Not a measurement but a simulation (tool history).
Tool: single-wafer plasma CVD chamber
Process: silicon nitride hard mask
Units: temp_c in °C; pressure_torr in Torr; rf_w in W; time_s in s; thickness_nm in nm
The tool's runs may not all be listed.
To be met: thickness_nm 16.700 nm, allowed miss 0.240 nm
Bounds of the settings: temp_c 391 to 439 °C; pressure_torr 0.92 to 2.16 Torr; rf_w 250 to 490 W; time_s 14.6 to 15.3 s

run	hour	temp_c	pressure_torr	rf_w	time_s	thickness_nm
1	0.0	415	1.54	370	15.3	21.237
2	2.3	415	1.54	395	15.3	22.335
3	7.0	415	1.69	395	15.3	23.105
4	10.8	415	1.57	380	15.3	21.868
5	16.8	415	1.57	380	15.3	21.936
6	17.6	415	1.47	365	15.3	20.644
7	25.6	415	1.38	360	15.3	20.002
8	26.6	415	1.38	360	15.3	20.086

5 next moves are on the table. One of them brings every result within its allowed miss. Which?
A	27.6	409	1.27	325	15.2	?
B	27.6	412	1.44	290	14.6	?
C	27.6	409	1.34	395	15.3	?
D	27.6	417	1.44	385	15.3	?
E	27.6	423	1.48	310	14.6	?

move	thickness_nm
A	17.469
B	15.268
C	21.554
D	21.477
E	16.584
A: nearer than the last run, and not there yet
B: takes the result that was furthest off past its target
C: further off than the last run
D: further off than the last run
E: meets every target
Move E is the one to make.

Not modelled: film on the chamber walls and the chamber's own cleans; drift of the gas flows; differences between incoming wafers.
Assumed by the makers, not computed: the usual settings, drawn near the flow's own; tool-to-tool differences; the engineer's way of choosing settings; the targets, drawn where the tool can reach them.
